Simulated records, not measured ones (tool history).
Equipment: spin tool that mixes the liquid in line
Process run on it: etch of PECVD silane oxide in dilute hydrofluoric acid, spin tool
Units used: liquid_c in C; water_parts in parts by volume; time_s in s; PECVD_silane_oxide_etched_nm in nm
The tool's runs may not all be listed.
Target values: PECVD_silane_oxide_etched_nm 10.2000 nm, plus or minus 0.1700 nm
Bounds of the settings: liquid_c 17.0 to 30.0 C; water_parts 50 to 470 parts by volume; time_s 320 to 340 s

{"run": 1, "hour": 0.0, "liquid_c": 22.0, "water_parts": 260, "time_s": 320, "PECVD_silane_oxide_etched_nm": 19.303}
{"run": 2, "hour": 5.7, "liquid_c": 22.0, "water_parts": 330, "time_s": 320, "PECVD_silane_oxide_etched_nm": 14.096}
{"run": 3, "hour": 11.0, "liquid_c": 22.0, "water_parts": 330, "time_s": 320, "PECVD_silane_oxide_etched_nm": 14.002}
{"run": 4, "hour": 18.8, "liquid_c": 23.5, "water_parts": 330, "time_s": 320, "PECVD_silane_oxide_etched_nm": 14.921}
{"run": 5, "hour": 26.4, "liquid_c": 23.5, "water_parts": 370, "time_s": 320, "PECVD_silane_oxide_etched_nm": 12.77}
{"run": 6, "hour": 28.7, "liquid_c": 23.5, "water_parts": 465, "time_s": 320, "PECVD_silane_oxide_etched_nm": 9.3689}
{"run": 7, "hour": 31.8, "liquid_c": 24.0, "water_parts": 465, "time_s": 320, "PECVD_silane_oxide_etched_nm": 9.5127}
{"run": 8, "hour": 39.8, "liquid_c": 24.5, "water_parts": 465, "time_s": 320, "PECVD_silane_oxide_etched_nm": 9.5772}

Consider the 4 candidate settings below. Which is the only one whose results all fall within their allowed miss of target?
{"run": "A", "hour": 47.8, "liquid_c": 24.0, "water_parts": 465, "time_s": 325, "PECVD_silane_oxide_etched_nm": "?"}
{"run": "B", "hour": 47.8, "liquid_c": 22.5, "water_parts": 455, "time_s": 335, "PECVD_silane_oxide_etched_nm": "?"}
{"run": "C", "hour": 47.8, "liquid_c": 23.5, "water_parts": 445, "time_s": 325, "PECVD_silane_oxide_etched_nm": "?"}
{"run": "D", "hour": 47.8, "liquid_c": 25.5, "water_parts": 470, "time_s": 320, "PECVD_silane_oxide_etched_nm": "?"}

move=A PECVD_silane_oxide_etched_nm=9.6633
move=B PECVD_silane_oxide_etched_nm=9.7819
move=C PECVD_silane_oxide_etched_nm=10.1080
move=D PECVD_silane_oxide_etched_nm=9.8248
A: closer than the last run, but not yet in spec
B: closer than the last run, but not yet in spec
C: every result within its allowed miss
D: closer than the last run, but not yet in spec
So the answer is move C, the one that meets all the targets.
